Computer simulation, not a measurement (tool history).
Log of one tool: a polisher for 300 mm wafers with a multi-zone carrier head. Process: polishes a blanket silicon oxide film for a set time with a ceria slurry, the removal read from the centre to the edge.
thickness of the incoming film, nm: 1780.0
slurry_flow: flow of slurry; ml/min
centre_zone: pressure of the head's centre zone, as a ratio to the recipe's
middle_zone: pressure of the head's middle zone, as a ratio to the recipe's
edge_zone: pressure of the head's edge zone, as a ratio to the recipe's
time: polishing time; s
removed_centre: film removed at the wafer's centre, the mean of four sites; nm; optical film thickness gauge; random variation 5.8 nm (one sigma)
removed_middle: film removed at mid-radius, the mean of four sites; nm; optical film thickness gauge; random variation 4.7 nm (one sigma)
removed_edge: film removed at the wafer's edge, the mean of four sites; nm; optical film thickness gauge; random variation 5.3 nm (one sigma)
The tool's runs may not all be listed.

| run | day | slurry_flow | centre_zone | middle_zone | edge_zone | time | removed_centre | removed_middle | removed_edge |
|---|---|---|---|---|---|---|---|---|---|
| 1 | 0 | 155 | 1 | 1 | 1 | 84 | 585.95 | 591.31 | 566.39 |
| 2 | 0.079 | 135 | 1 | 1 | 1 | 84 | 565.23 | 564.66 | 561.71 |
| 3 | 0.217 | 135 | 1 | 1 | 0.96 | 84 | 566.77 | 560.66 | 560.84 |
| 4 | 0.325 | 135 | 1 | 1.04 | 0.96 | 84 | 572.01 | 592.86 | 554.95 |
| 5 | 0.35 | 140 | 1.03 | 1.02 | 0.94 | 79 | 552.42 | 543.59 | 520.6 |
| 6 | 0.604 | 135 | 1.05 | 1.01 | 0.92 | 77 | 553.33 | 517.38 | 488.45 |
| 7 | 0.958 | 125 | 1.05 | 1 | 0.92 | 77 | 527.66 | 510.65 | 492.7 |

Forecast run 8:
| 8 | 1.138 | 125 | 1.07 | 0.98 | 0.91 | 77 | ? | ? | ? |

removed_centre: 545.46 nm
removed_middle: 493.62 nm
removed_edge: 484.15 nm

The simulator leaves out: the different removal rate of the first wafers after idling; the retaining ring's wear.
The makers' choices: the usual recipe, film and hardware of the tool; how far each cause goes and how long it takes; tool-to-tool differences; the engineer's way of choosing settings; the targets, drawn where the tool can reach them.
